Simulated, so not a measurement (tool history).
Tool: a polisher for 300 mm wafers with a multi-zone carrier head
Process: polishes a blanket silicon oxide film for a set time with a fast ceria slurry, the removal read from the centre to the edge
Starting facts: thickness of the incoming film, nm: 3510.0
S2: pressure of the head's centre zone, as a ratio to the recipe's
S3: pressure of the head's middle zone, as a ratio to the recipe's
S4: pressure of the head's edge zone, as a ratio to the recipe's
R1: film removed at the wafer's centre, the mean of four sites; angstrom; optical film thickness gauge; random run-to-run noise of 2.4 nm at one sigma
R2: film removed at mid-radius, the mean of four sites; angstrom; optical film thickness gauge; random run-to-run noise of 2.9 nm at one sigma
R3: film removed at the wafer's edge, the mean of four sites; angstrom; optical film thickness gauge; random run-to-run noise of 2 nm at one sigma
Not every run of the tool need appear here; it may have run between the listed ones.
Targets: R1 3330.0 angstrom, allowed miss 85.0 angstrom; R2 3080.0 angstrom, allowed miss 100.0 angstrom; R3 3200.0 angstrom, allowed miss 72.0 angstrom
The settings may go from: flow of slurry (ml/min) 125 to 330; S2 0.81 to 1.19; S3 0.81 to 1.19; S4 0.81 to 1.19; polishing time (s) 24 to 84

Run 1, hour 0.0: flow of slurry (ml/min) 210, S2 1.00, S3 1.00, S4 1.00, polishing time (s) 54. Result: R1 3991.9 angstrom, R2 3833.9 angstrom, R3 3957.6 angstrom.
Run 2, hour 5.1: flow of slurry (ml/min) 210, S2 1.00, S3 1.00, S4 1.03, polishing time (s) 54. Result: R1 4072.4 angstrom, R2 3822.0 angstrom, R3 4007.2 angstrom.
Run 3, hour 12.7: flow of slurry (ml/min) 205, S2 1.00, S3 0.98, S4 0.98, polishing time (s) 52. Result: R1 3847.0 angstrom, R2 3614.3 angstrom, R3 3739.4 angstrom.
Run 4, hour 16.4: flow of slurry (ml/min) 195, S2 0.99, S3 0.95, S4 0.94, polishing time (s) 51. Result: R1 3764.1 angstrom, R2 3402.6 angstrom, R3 3614.7 angstrom.
Run 5, hour 21.6: flow of slurry (ml/min) 185, S2 0.98, S3 0.95, S4 0.91, polishing time (s) 50. Result: R1 3584.8 angstrom, R2 3340.3 angstrom, R3 3481.9 angstrom.
Run 6, hour 25.1: flow of slurry (ml/min) 175, S2 0.98, S3 0.94, S4 0.89, polishing time (s) 50. Result: R1 3541.1 angstrom, R2 3312.2 angstrom, R3 3405.4 angstrom.
Run 7, hour 30.4: flow of slurry (ml/min) 165, S2 0.98, S3 0.93, S4 0.87, polishing time (s) 50. Result: R1 3527.3 angstrom, R2 3194.1 angstrom, R3 3334.8 angstrom.
Run 8, hour 36.1: flow of slurry (ml/min) 155, S2 0.97, S3 0.93, S4 0.86, polishing time (s) 50. Result: R1 3430.3 angstrom, R2 3176.6 angstrom, R3 3334.0 angstrom.

Exercise: of the 4 proposed moves below, exactly one satisfies all targets within the stated allowed misses. Which move is it?
Run A, hour 41.8: flow of slurry (ml/min) 215, S2 0.91, S3 0.88, S4 0.81, polishing time (s) 48. Result: R1 ?, R2 ?, R3 ?.
Run B, hour 41.8: flow of slurry (ml/min) 165, S2 1.03, S3 1.05, S4 0.88, polishing time (s) 47. Result: R1 ?, R2 ?, R3 ?.
Run C, hour 41.8: flow of slurry (ml/min) 185, S2 0.96, S3 0.91, S4 0.92, polishing time (s) 48. Result: R1 ?, R2 ?, R3 ?.
Run D, hour 41.8: flow of slurry (ml/min) 140, S2 0.95, S3 0.86, S4 0.86, polishing time (s) 55. Result: R1 ?, R2 ?, R3 ?.

move      R1      R2      R3
   A  3382.9  3080.5  3232.1
   B  3496.6  3339.9  3168.1
   C  3444.0  3090.6  3360.6
   D  3661.4  3189.2  3583.0
A: hits every target within its allowed miss
B: the furthest-off result lands on target, but another misses its tolerance
C: misses by more than the last run did
D: misses by more than the last run did
Correct choice: A, which meets every target
